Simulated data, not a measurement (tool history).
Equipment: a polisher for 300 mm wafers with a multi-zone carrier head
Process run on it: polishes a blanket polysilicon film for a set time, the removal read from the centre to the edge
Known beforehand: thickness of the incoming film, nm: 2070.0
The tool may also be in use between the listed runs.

run	hour	flow of slurry (ml/min)	pressure of the head's centre zone	pressure of the head's middle zone	pressure of the head's edge zone	polishing time (s)	film removed at the wafer's centre (nm)	film removed at mid-radius (nm)	film removed at the wafer's edge (nm)
1	0	125	1	1	1	65	316.58	310.27	317.96
2	6.4	125	1.08	1	1	65	340.51	317.58	318.72
3	8.3	125	1.16	1	1	65	365.77	314.78	320.03
4	17.1	135	1.16	0.99	1.04	66	379.54	323.1	336.59
5	23.7	145	1.16	0.98	1.07	66	386.53	322.27	345.5
6	24.8	145	1.19	0.98	1.07	66	396.21	326.23	340.8
# hour 30: slurry nozzle cleaned
7	30	150	1.18	0.97	1.09	67	424.53	343.85	356.85
8	34.2	150	1.15	0.94	1.11	68	424.65	342.28	371.31

Run 9 comes next. What will it give?
9	36	150	1.13	0.93	1.13	68	?	?	?

film removed at the wafer's centre (nm): 407.34
film removed at mid-radius (nm): 336.93
film removed at the wafer's edge (nm): 372.15
